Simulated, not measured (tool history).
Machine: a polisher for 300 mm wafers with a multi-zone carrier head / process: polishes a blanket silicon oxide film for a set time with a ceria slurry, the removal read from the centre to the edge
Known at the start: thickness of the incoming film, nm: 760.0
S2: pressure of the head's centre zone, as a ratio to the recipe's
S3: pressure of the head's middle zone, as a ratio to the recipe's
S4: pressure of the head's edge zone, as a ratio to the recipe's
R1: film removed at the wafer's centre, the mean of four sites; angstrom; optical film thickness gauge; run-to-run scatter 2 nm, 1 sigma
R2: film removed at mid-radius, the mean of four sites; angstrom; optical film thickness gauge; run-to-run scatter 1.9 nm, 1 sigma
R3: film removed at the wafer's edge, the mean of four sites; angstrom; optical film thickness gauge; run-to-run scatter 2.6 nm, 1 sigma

Run 1, day 0: flow of slurry (ml/min) 295, S2 1, S3 1, S4 1, polishing time (s) 43. Result: R1 2458.6 angstrom, R2 2456.9 angstrom, R3 2351.8 angstrom.
Run 2, day 0.329: flow of slurry (ml/min) 295, S2 1, S3 1, S4 1.06, polishing time (s) 43. Result: R1 2483.3 angstrom, R2 2446.7 angstrom, R3 2443.9 angstrom.
Run 3, day 0.588: flow of slurry (ml/min) 290, S2 1, S3 0.98, S4 1.05, polishing time (s) 43. Result: R1 2455 angstrom, R2 2439.9 angstrom, R3 2455.5 angstrom.
Run 4, day 0.658: flow of slurry (ml/min) 290, S2 1, S3 0.94, S4 1.05, polishing time (s) 43. Result: R1 2449.5 angstrom, R2 2338.2 angstrom, R3 2389.3 angstrom.
Run 5, day 1.012: flow of slurry (ml/min) 290, S2 1, S3 0.86, S4 1.05, polishing time (s) 43. Result: R1 2464.3 angstrom, R2 2143.3 angstrom, R3 2443.6 angstrom.
Run 6, day 1.225: flow of slurry (ml/min) 290, S2 1, S3 0.86, S4 1.05, polishing time (s) 37. Result: R1 2076.5 angstrom, R2 1861.5 angstrom, R3 2115.6 angstrom.
Run 7, day 1.317: flow of slurry (ml/min) 295, S2 1.01, S3 0.87, S4 1.06, polishing time (s) 37. Result: R1 2128.7 angstrom, R2 1854 angstrom, R3 2113.3 angstrom.
Run 8, day 1.646: flow of slurry (ml/min) 300, S2 1.02, S3 0.89, S4 1.07, polishing time (s) 37. Result: R1 2150.3 angstrom, R2 1926.6 angstrom, R3 2099 angstrom.
Run 9, day 1.862: flow of slurry (ml/min) 300, S2 1.03, S3 0.89, S4 1.08, polishing time (s) 38. Result: R1 2259.7 angstrom, R2 1976.7 angstrom, R3 2188.2 angstrom.
At day 2.021: edge zone pressure recalibrated.
Run 10, day 2.021: flow of slurry (ml/min) 305, S2 1.03, S3 0.9, S4 1.09, polishing time (s) 38. Result: R1 2238 angstrom, R2 1949.3 angstrom, R3 2313.8 angstrom.

Run 11, settings as shown, results not yet in. Your forecast:
Run 11, day 2.25: flow of slurry (ml/min) 335, S2 1.1, S3 0.98, S4 1.01, polishing time (s) 39. Result: R1 ?, R2 ?, R3 ?.

Run 11 gave R1 2471.3 angstrom, R2 2224.8 angstrom, R3 2289.8 angstrom.

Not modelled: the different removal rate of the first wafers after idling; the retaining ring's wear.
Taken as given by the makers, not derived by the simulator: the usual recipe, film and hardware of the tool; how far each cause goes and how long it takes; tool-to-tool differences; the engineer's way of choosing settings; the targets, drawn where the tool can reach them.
